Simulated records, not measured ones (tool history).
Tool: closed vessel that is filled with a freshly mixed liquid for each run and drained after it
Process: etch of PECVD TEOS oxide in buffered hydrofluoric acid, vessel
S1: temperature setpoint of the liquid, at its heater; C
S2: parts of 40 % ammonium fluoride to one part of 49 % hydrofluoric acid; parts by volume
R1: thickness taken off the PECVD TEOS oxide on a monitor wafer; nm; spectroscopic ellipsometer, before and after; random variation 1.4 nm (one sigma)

{"run": 1, "day": 0.0, "S1": 25.0, "S2": 16.5, "time in the liquid (s)": 100, "R1": 106.87}
{"run": 2, "day": 0.092, "S1": 25.0, "S2": 14.0, "time in the liquid (s)": 100, "R1": 123.45}
{"run": 3, "day": 0.45, "S1": 25.0, "S2": 14.0, "time in the liquid (s)": 110, "R1": 138.33}
{"run": 4, "day": 0.8, "S1": 22.5, "S2": 14.0, "time in the liquid (s)": 110, "R1": 118.9}
{"run": 5, "day": 0.992, "S1": 24.5, "S2": 14.0, "time in the liquid (s)": 110, "R1": 133.14}
{"run": 6, "day": 1.358, "S1": 26.0, "S2": 14.0, "time in the liquid (s)": 110, "R1": 144.85}
{"run": 7, "day": 1.612, "S1": 27.5, "S2": 14.0, "time in the liquid (s)": 110, "R1": 158.65}
{"run": 8, "day": 1.742, "S1": 28.5, "S2": 14.0, "time in the liquid (s)": 110, "R1": 164.0}

Forecast run 9:
{"run": 9, "day": 1.921, "S1": 29.0, "S2": 14.0, "time in the liquid (s)": 110, "R1": "?"}

Run 9 gave R1 169.94 nm.
